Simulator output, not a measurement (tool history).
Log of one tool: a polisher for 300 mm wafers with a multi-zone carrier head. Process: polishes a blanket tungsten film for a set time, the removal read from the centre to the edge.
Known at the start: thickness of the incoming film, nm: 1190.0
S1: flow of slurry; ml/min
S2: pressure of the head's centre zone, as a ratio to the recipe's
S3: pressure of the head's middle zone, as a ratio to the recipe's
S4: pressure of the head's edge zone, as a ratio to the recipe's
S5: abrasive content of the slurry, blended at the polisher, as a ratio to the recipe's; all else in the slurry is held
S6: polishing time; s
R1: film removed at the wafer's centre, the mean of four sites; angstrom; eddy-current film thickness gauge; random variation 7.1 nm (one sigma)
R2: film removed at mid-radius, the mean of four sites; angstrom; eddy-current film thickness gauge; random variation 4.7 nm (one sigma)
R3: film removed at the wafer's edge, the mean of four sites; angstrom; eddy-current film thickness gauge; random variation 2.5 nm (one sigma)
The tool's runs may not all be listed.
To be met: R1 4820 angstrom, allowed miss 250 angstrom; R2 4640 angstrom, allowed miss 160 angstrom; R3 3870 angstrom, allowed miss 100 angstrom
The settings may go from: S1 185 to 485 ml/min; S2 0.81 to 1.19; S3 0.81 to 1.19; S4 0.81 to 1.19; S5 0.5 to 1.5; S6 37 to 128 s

{"run": 1, "day": 0.0, "S1": 310, "S2": 1, "S3": 1, "S4": 1, "S5": 1, "S6": 82, "R1": 3615.7, "R2": 3612.1, "R3": 3773}
{"run": 2, "day": 0.121, "S1": 310, "S2": 0.97, "S3": 1, "S4": 1, "S5": 1, "S6": 82, "R1": 3488.4, "R2": 3602, "R3": 3791.4}
{"run": 3, "day": 0.167, "S1": 310, "S2": 0.97, "S3": 1, "S4": 1, "S5": 0.9, "S6": 82, "R1": 3418.9, "R2": 3565.7, "R3": 3710.8}
{"run": 4, "day": 0.321, "S1": 285, "S2": 0.97, "S3": 1, "S4": 1, "S5": 0.9, "S6": 82, "R1": 3339.1, "R2": 3545, "R3": 3685.4}
{"run": 5, "day": 0.371, "S1": 285, "S2": 0.97, "S3": 1, "S4": 1, "S5": 0.9, "S6": 73, "R1": 2990.2, "R2": 3130.2, "R3": 3291.8}
{"day": 0.429, "done": "edge zone pressure recalibrated"}
{"run": 6, "day": 0.429, "S1": 295, "S2": 0.99, "S3": 1.03, "S4": 0.98, "S5": 0.95, "S6": 74, "R1": 3220.9, "R2": 3318.3, "R3": 3154.7}
{"run": 7, "day": 0.671, "S1": 300, "S2": 1.01, "S3": 1.05, "S4": 1, "S5": 1, "S6": 75, "R1": 3305.1, "R2": 3436.1, "R3": 3253.5}
{"run": 8, "day": 0.717, "S1": 310, "S2": 1.03, "S3": 1.07, "S4": 1.01, "S5": 1.05, "S6": 76, "R1": 3569, "R2": 3601.1, "R3": 3336.9}
{"run": 9, "day": 0.821, "S1": 315, "S2": 1.04, "S3": 1.09, "S4": 1.02, "S5": 1.1, "S6": 77, "R1": 3639.7, "R2": 3783.8, "R3": 3430.4}
{"run": 10, "day": 0.942, "S1": 325, "S2": 1.06, "S3": 1.1, "S4": 1.03, "S5": 1.15, "S6": 77, "R1": 3711.1, "R2": 3797.8, "R3": 3488.1}
{"run": 11, "day": 1.108, "S1": 330, "S2": 1.08, "S3": 1.11, "S4": 1.03, "S5": 1.2, "S6": 78, "R1": 3883.3, "R2": 3898.7, "R3": 3569.3}

Which of these 4 next moves meets every target?
{"run": "A", "day": 1.275, "S1": 355, "S2": 1.18, "S3": 1.17, "S4": 0.97, "S5": 1.1, "S6": 89, "R1": "?", "R2": "?", "R3": "?"}
{"run": "B", "day": 1.275, "S1": 285, "S2": 0.92, "S3": 1.06, "S4": 1.09, "S5": 1.4, "S6": 67, "R1": "?", "R2": "?", "R3": "?"}
{"run": "C", "day": 1.275, "S1": 445, "S2": 1.19, "S3": 1.16, "S4": 0.99, "S5": 1.3, "S6": 91, "R1": "?", "R2": "?", "R3": "?"}
{"run": "D", "day": 1.275, "S1": 365, "S2": 1.15, "S3": 1.04, "S4": 1, "S5": 1.4, "S6": 87, "R1": "?", "R2": "?", "R3": "?"}

move=A R1=4733.3 R2=4729 R3=3878.5
move=B R1=2839 R2=3363.2 R3=3195.9
move=C R1=5146.1 R2=5051.1 R3=4199
move=D R1=4742.4 R2=4399.2 R3=4054.3
A: meets every target
B: further off than the last run
C: takes the result that was furthest off past its target
D: nearer than the last run, and not there yet
Answer: A
